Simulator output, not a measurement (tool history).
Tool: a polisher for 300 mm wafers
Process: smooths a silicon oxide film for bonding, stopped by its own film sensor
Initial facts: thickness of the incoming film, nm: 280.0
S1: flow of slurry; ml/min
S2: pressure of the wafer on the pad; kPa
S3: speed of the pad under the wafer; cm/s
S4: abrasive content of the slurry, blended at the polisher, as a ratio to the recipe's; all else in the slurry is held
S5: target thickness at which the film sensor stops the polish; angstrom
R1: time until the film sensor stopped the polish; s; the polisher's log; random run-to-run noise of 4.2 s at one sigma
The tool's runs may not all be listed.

run	hour	S1	S2	S3	S4	S5	R1
1	0.0	315	9.0	88	1.0	2080	183.89
2	1.7	315	10.3	88	1.0	2080	166.44
3	7.2	245	10.3	88	1.0	2080	167.71
4	15.8	245	9.0	86	1.0	2080	196.45
5	23.3	245	8.3	84	1.0	2080	212.50
6	29.1	245	8.3	84	1.0	2080	207.51
7	36.3	245	7.6	82	1.0	2080	234.36

Run 8 comes next. What will it give?
8	37.3	245	6.9	82	1.0	2080	?

Run 8 came out at R1 257.90 s.

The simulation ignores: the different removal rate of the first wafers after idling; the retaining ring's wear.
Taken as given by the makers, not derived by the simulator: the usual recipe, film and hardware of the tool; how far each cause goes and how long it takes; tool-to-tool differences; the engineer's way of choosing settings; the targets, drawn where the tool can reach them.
